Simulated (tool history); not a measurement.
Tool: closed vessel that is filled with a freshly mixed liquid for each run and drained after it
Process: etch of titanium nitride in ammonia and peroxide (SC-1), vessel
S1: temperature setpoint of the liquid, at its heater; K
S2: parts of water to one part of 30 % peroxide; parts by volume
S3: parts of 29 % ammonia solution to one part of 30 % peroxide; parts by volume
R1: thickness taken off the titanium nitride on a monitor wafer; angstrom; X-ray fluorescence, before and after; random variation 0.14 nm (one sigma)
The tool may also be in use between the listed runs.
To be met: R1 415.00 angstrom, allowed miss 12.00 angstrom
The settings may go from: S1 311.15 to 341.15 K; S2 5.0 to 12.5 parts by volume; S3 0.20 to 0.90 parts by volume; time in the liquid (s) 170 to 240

Run 1, day 0.000: S1 325.15 K, S2 7.0 parts by volume, S3 0.50 parts by volume, time in the liquid (s) 240. Result: R1 153.55 angstrom.
Run 2, day 0.246: S1 325.15 K, S2 7.0 parts by volume, S3 0.50 parts by volume, time in the liquid (s) 170. Result: R1 109.37 angstrom.
Run 3, day 0.433: S1 328.65 K, S2 6.5 parts by volume, S3 0.55 parts by volume, time in the liquid (s) 175. Result: R1 150.04 angstrom.
Run 4, day 0.592: S1 331.15 K, S2 6.0 parts by volume, S3 0.65 parts by volume, time in the liquid (s) 190. Result: R1 204.21 angstrom.
Run 5, day 0.683: S1 327.15 K, S2 6.0 parts by volume, S3 0.65 parts by volume, time in the liquid (s) 190. Result: R1 156.70 angstrom.
Run 6, day 0.733: S1 327.15 K, S2 6.0 parts by volume, S3 0.65 parts by volume, time in the liquid (s) 170. Result: R1 140.60 angstrom.
Run 7, day 0.958: S1 335.15 K, S2 5.0 parts by volume, S3 0.75 parts by volume, time in the liquid (s) 185. Result: R1 288.85 angstrom.
Run 8, day 1.212: S1 336.15 K, S2 5.0 parts by volume, S3 0.75 parts by volume, time in the liquid (s) 185. Result: R1 306.44 angstrom.

4 next moves are on the table. One of them brings every result within its allowed miss. Which?
Run A, day 1.467: S1 337.65 K, S2 5.0 parts by volume, S3 0.65 parts by volume, time in the liquid (s) 220. Result: R1 ?.
Run B, day 1.467: S1 336.65 K, S2 5.0 parts by volume, S3 0.75 parts by volume, time in the liquid (s) 240. Result: R1 ?.
Run C, day 1.467: S1 336.65 K, S2 5.5 parts by volume, S3 0.50 parts by volume, time in the liquid (s) 170. Result: R1 ?.
Run D, day 1.467: S1 331.65 K, S2 5.0 parts by volume, S3 0.85 parts by volume, time in the liquid (s) 170. Result: R1 ?.

move      R1
   A  394.41
   B  411.60
   C  263.04
   D  213.91
A: nearer than the last run, and not there yet
B: meets every target
C: further off than the last run
D: further off than the last run
Answer: B
